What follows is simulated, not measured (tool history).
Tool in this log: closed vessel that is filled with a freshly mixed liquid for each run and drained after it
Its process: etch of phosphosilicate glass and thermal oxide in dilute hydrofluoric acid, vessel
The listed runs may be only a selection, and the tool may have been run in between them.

| run | hour | temperature setpoint of the liquid (K) | parts of water to one part of 49 % hydrofluoric acid (parts by volume) | time in the liquid (s) | thickness taken off the phosphosilicate glass on a monitor wafer (Å) | thickness taken off the thermal oxide on a monitor wafer (Å) |
|---|---|---|---|---|---|---|
| 1 | 0 | 298.15 | 40 | 60 | 2707.1 | 83.17 |
| 2 | 5 | 295.65 | 45 | 60 | 2196.2 | 66.211 |
| 3 | 7 | 295.65 | 55 | 60 | 1764.5 | 52.868 |
| 4 | 8.4 | 298.65 | 55 | 60 | 1998.7 | 59.956 |
| 5 | 15.5 | 298.65 | 40 | 60 | 2820.2 | 84.588 |
| 6 | 21 | 296.15 | 45 | 60 | 2288.9 | 67.488 |
| 7 | 24.9 | 295.15 | 50 | 60 | 1899.8 | 57.68 |
| 8 | 31.6 | 293.65 | 50 | 60 | 1813.4 | 54.212 |
| 9 | 36.7 | 292.65 | 50 | 60 | 1718.2 | 52.43 |
| 10 | 41.8 | 292.15 | 50 | 60 | 1691.7 | 50.902 |
| 11 | 46.5 | 290.15 | 50 | 60 | 1551.5 | 46.631 |
| 12 | 50.2 | 290.65 | 50 | 60 | 1577.9 | 48.05 |
| 13 | 52.1 | 290.15 | 50 | 60 | 1543.5 | 46.71 |
| 14 | 58 | 290.65 | 50 | 60 | 1580 | 47.78 |
| 15 | 63.3 | 290.15 | 50 | 60 | 1591 | 46.864 |
| 16 | 66.9 | 290.65 | 50 | 60 | 1581.4 | 47.553 |
| 17 | 68.9 | 290.15 | 50 | 60 | 1544.6 | 46.821 |
| 18 | 77.8 | 290.65 | 50 | 60 | 1567.4 | 47.587 |
| 19 | 85.6 | 290.15 | 50 | 60 | 1527.2 | 46.558 |

Expected results for the next run?
| 20 | 88.3 | 290.65 | 50 | 60 | ? | ? |

Run 20 yielded thickness taken off the phosphosilicate glass on a monitor wafer (Å) 1590.1, thickness taken off the thermal oxide on a monitor wafer (Å) 47.613.
